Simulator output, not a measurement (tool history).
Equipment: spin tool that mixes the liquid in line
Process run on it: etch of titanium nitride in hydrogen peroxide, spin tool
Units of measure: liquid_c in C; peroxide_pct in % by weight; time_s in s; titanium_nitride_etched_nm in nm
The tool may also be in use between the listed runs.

| run | hour | liquid_c | peroxide_pct | time_s | titanium_nitride_etched_nm |
|---|---|---|---|---|---|
| 1 | 0.0 | 49.0 | 24 | 55 | 1.67870 |
| 2 | 9.1 | 44.5 | 24 | 55 | 1.22420 |
| 3 | 15.0 | 44.5 | 24 | 55 | 1.21920 |
| 4 | 19.3 | 41.0 | 24 | 55 | 0.92850 |
| 5 | 22.2 | 39.0 | 24 | 55 | 0.79515 |
| 6 | 24.3 | 44.5 | 24 | 55 | 1.20160 |
| 7 | 26.7 | 41.5 | 24 | 55 | 0.96808 |

Run 8, settings as shown, results not yet in. Your forecast:
| 8 | 35.5 | 39.5 | 24 | 55 | ? |

titanium_nitride_etched_nm: 0.83078 nm

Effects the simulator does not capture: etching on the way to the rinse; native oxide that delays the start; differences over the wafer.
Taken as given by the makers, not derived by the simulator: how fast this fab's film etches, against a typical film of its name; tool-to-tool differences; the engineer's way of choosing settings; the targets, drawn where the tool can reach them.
